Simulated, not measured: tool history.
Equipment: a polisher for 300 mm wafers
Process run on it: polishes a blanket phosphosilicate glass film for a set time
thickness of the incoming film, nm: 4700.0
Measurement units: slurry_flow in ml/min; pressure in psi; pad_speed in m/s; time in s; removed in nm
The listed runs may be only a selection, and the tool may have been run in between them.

| run | hour | slurry_flow | pressure | pad_speed | slurry_solids | time | removed |
|---|---|---|---|---|---|---|---|
| 1 | 0 | 145 | 2.2 | 1.28 | 1 | 33 | 276.72 |
| 2 | 5.9 | 145 | 2.8 | 1.28 | 1 | 33 | 351.12 |
| 3 | 14.5 | 140 | 2.8 | 1.28 | 1 | 33 | 352.4 |
| 4 | 22.2 | 140 | 2.8 | 1.54 | 1 | 33 | 404.69 |
| 5 | 23.5 | 140 | 2.8 | 1.32 | 1 | 33 | 359.38 |
| 6 | 25.9 | 140 | 2.8 | 1.42 | 1 | 33 | 372.65 |

For run 7, what comes out?
| 7 | 26.7 | 135 | 2.8 | 1.42 | 1 | 33 | ? |

Run 7 gave removed 373.09 nm.
